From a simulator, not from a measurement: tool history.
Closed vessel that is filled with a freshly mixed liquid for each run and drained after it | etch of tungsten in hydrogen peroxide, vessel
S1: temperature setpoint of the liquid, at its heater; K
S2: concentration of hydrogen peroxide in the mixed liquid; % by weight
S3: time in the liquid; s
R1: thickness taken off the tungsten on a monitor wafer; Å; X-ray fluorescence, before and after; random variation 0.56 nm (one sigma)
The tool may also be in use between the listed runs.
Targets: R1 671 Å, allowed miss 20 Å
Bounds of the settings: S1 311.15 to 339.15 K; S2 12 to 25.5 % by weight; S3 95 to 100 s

run 1 day=0 | S1=327.15 S2=17.5 S3=95 | R1=1308.1
run 2 day=0.346 | S1=323.65 S2=17.5 S3=95 | R1=1050.3
run 3 day=0.575 | S1=323.65 S2=17.5 S3=95 | R1=1060.8
run 4 day=0.908 | S1=323.65 S2=14 S3=95 | R1=951.57
run 5 day=0.971 | S1=323.65 S2=12 S3=95 | R1=867.71
run 6 day=1.158 | S1=322.15 S2=12 S3=95 | R1=806.68
run 7 day=1.433 | S1=321.15 S2=12 S3=95 | R1=766.39
run 8 day=1.625 | S1=320.15 S2=12 S3=95 | R1=718.15

5 next moves are on the table. One of them brings every result within its allowed miss. Which?
run A day=1.817 | S1=321.65 S2=12 S3=95 | R1=?
run B day=1.817 | S1=322.15 S2=12 S3=95 | R1=?
run C day=1.817 | S1=319.15 S2=12 S3=95 | R1=?
run D day=1.817 | S1=321.15 S2=12 S3=95 | R1=?
run E day=1.817 | S1=317.65 S2=15 S3=100 | R1=?

move=A R1=779.97
move=B R1=804.37
move=C R1=667.69
move=D R1=756.25
move=E R1=714.98
A: further off than the last run
B: further off than the last run
C: meets every target
D: further off than the last run
E: nearer than the last run, and not there yet
The right move is C.
